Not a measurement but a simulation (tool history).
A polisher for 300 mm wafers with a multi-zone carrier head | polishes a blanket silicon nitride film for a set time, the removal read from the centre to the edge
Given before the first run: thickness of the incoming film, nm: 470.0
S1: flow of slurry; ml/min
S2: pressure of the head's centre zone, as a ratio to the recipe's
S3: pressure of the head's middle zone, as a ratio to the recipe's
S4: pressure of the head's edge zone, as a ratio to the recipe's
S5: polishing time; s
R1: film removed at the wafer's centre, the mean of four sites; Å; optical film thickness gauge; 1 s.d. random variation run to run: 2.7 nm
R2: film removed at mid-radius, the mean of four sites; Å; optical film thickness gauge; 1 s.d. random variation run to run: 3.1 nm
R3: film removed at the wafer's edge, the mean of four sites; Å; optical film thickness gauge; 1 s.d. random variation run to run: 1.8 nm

| run | day | S1 | S2 | S3 | S4 | S5 | R1 | R2 | R3 |
|---|---|---|---|---|---|---|---|---|---|
| 1 | 0.000 | 205 | 1.00 | 1.00 | 1.00 | 67 | 1673.2 | 1660.1 | 1621.9 |
| 2 | 0.300 | 205 | 1.00 | 1.00 | 0.96 | 67 | 1660.1 | 1632.4 | 1597.9 |
| 3 | 0.379 | 205 | 1.00 | 1.00 | 0.96 | 74 | 1836.0 | 1817.1 | 1783.5 |
| 4 | 0.592 | 205 | 0.92 | 1.00 | 0.96 | 74 | 1668.3 | 1852.6 | 1779.5 |
| 5 | 0.621 | 205 | 0.92 | 0.95 | 0.96 | 74 | 1689.7 | 1753.8 | 1784.7 |
| 6 | 0.954 | 205 | 0.91 | 0.93 | 1.00 | 79 | 1813.2 | 1801.8 | 1932.9 |
| 7 | 1.179 | 215 | 0.82 | 0.96 | 1.10 | 97 | 1982.9 | 2264.8 | 2476.9 |
| 8 | 1.333 | 220 | 0.83 | 0.95 | 1.11 | 97 | 1980.3 | 2269.7 | 2504.8 |

What will run 9 give?
| 9 | 1.358 | 220 | 0.85 | 0.94 | 1.11 | 97 | ? | ? | ? |

R1: 2054.5 Å
R2: 2304.8 Å
R3: 2483.7 Å
